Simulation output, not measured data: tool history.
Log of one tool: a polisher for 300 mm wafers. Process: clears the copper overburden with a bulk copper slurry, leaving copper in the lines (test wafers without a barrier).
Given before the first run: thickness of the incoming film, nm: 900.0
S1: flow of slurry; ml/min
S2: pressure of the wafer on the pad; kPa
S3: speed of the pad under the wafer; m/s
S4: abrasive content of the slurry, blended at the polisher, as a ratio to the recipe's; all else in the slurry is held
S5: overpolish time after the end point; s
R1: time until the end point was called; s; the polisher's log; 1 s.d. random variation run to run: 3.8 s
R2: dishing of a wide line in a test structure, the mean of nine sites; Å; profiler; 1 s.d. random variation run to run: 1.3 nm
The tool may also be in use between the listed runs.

run  hour   S1    S2    S3   S4  S5      R1      R2
  1   0.0  265  19.3  0.92  1.0  14  151.13  566.10
  2   1.4  265  17.2  0.90  1.0  16  160.89  566.53
  3   6.4  265  13.8  0.90  1.0  16  209.54  465.53
  4  14.7  265  13.8  0.90  1.0  18  205.28  513.26
  5  21.3  265  13.8  0.80  1.0  18  231.51  470.71
  6  29.1  265  13.8  0.80  1.0  19  230.23  504.27
     34.7  -- worn pad replaced by a new one
  7  34.7  265  15.2  0.80  1.0  21  188.69  610.34

Expected results for the next run?
  8  42.2  265  12.4  0.80  1.0  23   ?   ?

{"run 8": {"R1": 231.52, "R2": 564.73}}
